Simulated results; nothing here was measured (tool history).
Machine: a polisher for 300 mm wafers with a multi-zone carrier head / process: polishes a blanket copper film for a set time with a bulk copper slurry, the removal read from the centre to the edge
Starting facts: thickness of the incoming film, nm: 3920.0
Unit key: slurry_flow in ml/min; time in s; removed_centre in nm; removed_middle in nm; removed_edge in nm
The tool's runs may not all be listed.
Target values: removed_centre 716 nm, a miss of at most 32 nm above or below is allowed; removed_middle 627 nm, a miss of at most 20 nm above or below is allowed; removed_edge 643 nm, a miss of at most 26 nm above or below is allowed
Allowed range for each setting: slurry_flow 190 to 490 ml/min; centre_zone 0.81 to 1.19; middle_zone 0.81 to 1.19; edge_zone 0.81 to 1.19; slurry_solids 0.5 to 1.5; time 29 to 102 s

run,hour,slurry_flow,centre_zone,middle_zone,edge_zone,slurry_solids,time,removed_centre,removed_middle,removed_edge
1,0,315,1,1,1,1,65,493.4,474.76,495.61
2,7.4,315,1,1,1,1.1,65,506.41,496.35,503.79
3,11.1,315,1,1,0.92,1.1,65,505.66,499.27,483.77
4,16.3,315,1.03,1,0.96,1.2,67,549.91,521.67,521.72
5,23.5,315,1.03,1,0.96,1.05,67,523.07,499.06,495.36
6,25.5,315,0.97,1,0.96,1.05,67,502.08,507.15,502.31
7,33.6,320,1.01,1.01,0.98,1.15,68,545.82,526.87,528.71
8,36.5,335,1.11,1.11,1.08,1.4,72,676.68,642.39,622.41

Pick the move, out of 4, that brings all results within their allowed miss; only one does.
A,39.4,310,0.96,1.11,1.12,1.5,72,?,?,?
B,39.4,290,1.05,1.06,1.13,1.35,75,?,?,?
C,39.4,400,1.17,1.07,1.15,1.5,70,?,?,?
D,39.4,245,1.03,1.13,1.13,1.35,76,?,?,?

move,removed_centre,removed_middle,removed_edge
A,585.51,651.58,642.96
B,641.98,629.52,649.23
C,712.31,628.71,645.21
D,623.66,657.47,646.96
A: moves away from the targets compared with the last run
B: moves away from the targets compared with the last run
C: every result within its allowed miss
D: moves away from the targets compared with the last run
So the answer is move C, the one that meets all the targets.

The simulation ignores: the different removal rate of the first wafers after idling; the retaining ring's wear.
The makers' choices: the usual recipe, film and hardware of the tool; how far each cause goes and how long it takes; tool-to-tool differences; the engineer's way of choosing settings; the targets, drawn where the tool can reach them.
